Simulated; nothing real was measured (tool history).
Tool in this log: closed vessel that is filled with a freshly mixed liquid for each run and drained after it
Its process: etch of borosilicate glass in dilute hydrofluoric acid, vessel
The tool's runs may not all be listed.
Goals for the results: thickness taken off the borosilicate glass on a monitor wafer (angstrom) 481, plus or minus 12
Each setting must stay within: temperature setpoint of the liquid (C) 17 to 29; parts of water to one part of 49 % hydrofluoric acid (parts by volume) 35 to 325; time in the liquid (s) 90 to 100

run  hour  temperature setpoint of the liquid (C)  parts of water to one part of 49 % hydrofluoric acid (parts by volume)  time in the liquid (s)  thickness taken off the borosilicate glass on a monitor wafer (angstrom)
  1     0                                      21                                                                     180                      90                                                                    149.33
  2     1                                      23                                                                     145                      90                                                                     208.5
  3   7.4                                    24.5                                                                     120                      90                                                                    272.55
  4   9.4                                    25.5                                                                     105                      90                                                                    335.21
  5  17.4                                    26.5                                                                     100                      90                                                                    365.42
  6  18.7                                      28                                                                     100                      90                                                                    387.16
  7  27.7                                    28.5                                                                      95                      90                                                                    421.35
  8  28.7                                    28.5                                                                      95                      90                                                                    417.31
  9  35.6                                    28.5                                                                      90                      90                                                                    447.96

Next run, 4 choices. One meets every target within its allowed miss, the rest don't. Which?
  A  42.5                                      29                                                                     105                     100                                                                         ?
  B  42.5                                      29                                                                      85                      95                                                                         ?
  C  42.5                                      28                                                                      90                     100                                                                         ?
  D  42.5                                      29                                                                      90                     100                                                                         ?

move  thickness taken off the borosilicate glass on a monitor wafer (angstrom)
   A                                                                    422.03
   B                                                                    510.25
   C                                                                    484.62
   D                                                                    503.43
A: further off than the last run
B: takes the biggest miss from the last run beyond its target
C: in spec on every target
D: takes the biggest miss from the last run beyond its target
Move C is the one to make.
